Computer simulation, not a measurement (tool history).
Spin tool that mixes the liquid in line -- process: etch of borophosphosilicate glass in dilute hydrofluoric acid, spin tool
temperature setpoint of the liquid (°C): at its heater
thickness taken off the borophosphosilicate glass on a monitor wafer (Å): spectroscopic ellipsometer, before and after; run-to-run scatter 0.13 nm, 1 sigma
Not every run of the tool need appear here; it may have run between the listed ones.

run  hour  temperature setpoint of the liquid (°C)  parts of water to one part of 49 % hydrofluoric acid (parts by volume)  time under the liquid (s)  thickness taken off the borophosphosilicate glass on a monitor wafer (Å)
  1   0.0                                     22.0                                                                     170                         15                                                                    54.006
  2   6.1                                     20.0                                                                     170                         15                                                                    49.976
  3   9.9                                     22.5                                                                     135                         15                                                                    71.837
  4  11.4                                     24.5                                                                     110                         15                                                                    99.814
  5  16.6                                     26.0                                                                     100                         15                                                                   117.820
  6  24.3                                     22.5                                                                     100                         15                                                                   102.400
  7  26.8                                     24.5                                                                      90                         15                                                                   123.500
  8  34.7                                     26.0                                                                      85                         15                                                                   139.710

What does the tool deliver on the next run?
  9  39.0                                     27.0                                                                      85                         15                                                                         ?

Run 9 yielded thickness taken off the borophosphosilicate glass on a monitor wafer (Å) 144.950.

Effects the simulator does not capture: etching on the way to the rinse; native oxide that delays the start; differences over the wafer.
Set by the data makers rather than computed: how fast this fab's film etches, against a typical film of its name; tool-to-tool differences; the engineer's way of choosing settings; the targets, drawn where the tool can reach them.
